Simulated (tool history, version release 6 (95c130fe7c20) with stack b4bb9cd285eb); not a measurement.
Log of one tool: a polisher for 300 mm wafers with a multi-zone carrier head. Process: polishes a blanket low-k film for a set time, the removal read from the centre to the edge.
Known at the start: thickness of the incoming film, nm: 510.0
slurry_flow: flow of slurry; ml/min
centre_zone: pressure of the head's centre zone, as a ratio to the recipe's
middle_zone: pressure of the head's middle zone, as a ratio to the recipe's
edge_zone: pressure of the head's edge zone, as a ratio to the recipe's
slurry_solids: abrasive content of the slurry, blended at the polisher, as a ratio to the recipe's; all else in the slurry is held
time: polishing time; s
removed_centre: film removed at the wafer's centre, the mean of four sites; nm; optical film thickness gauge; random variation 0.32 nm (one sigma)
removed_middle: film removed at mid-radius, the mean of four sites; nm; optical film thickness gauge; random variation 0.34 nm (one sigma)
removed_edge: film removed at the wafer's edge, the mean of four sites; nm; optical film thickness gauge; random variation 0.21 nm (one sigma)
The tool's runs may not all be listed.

run    day  slurry_flow  centre_zone  middle_zone  edge_zone  slurry_solids  time  removed_centre  removed_middle  removed_edge
  1  0.000          180         1.00         1.00       1.00           1.00    90          31.908          31.503        31.912
  2  0.342          175         0.97         1.00       0.97           0.95    90          30.363          30.402        30.644
  3  0.542          170         0.94         1.01       0.95           0.90    90          29.256          29.559        29.277
  4  0.600          165         0.91         1.02       0.96           0.85    89          26.620          27.736        28.516
  5  0.875          165         0.91         0.98       0.96           0.85    89          27.345          27.793        28.549
  6  0.988          160         0.89         1.00       0.94           0.85    89          26.585          28.536        28.450

The next listed run, before its measurement:
  7  1.104          140         0.83         0.99       0.85           0.70    88               ?               ?             ?

removed_centre: 21.376 nm
removed_middle: 24.687 nm
removed_edge: 23.307 nm

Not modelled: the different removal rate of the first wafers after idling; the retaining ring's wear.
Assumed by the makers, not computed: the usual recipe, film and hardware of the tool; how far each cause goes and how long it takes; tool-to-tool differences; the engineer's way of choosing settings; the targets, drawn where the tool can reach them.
